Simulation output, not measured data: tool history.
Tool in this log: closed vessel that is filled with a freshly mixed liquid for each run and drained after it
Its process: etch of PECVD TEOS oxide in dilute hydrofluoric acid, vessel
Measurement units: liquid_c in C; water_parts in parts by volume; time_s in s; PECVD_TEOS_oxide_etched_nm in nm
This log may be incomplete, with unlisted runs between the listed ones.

| run | hour | liquid_c | water_parts | time_s | PECVD_TEOS_oxide_etched_nm |
|---|---|---|---|---|---|
| 1 | 0.0 | 22.0 | 130 | 30 | 4.7541 |
| 2 | 1.0 | 22.0 | 95 | 30 | 6.7517 |
| 3 | 6.5 | 22.0 | 95 | 30 | 6.6813 |
| 4 | 10.2 | 23.5 | 80 | 30 | 8.6415 |
| 5 | 17.4 | 24.5 | 75 | 30 | 9.7153 |
| 6 | 19.7 | 26.5 | 75 | 30 | 10.5470 |
| 7 | 20.2 | 27.0 | 70 | 30 | 11.4990 |
| 8 | 28.1 | 27.5 | 65 | 30 | 12.7760 |
| 9 | 32.1 | 30.0 | 45 | 30 | 20.9270 |
| 10 | 39.8 | 29.5 | 45 | 30 | 20.4660 |
| 11 | 42.7 | 29.0 | 45 | 30 | 20.2630 |

What does the tool deliver on the next run?
| 12 | 50.5 | 28.5 | 45 | 30 | ? |

Run 12 produced PECVD_TEOS_oxide_etched_nm 19.5950 nm.
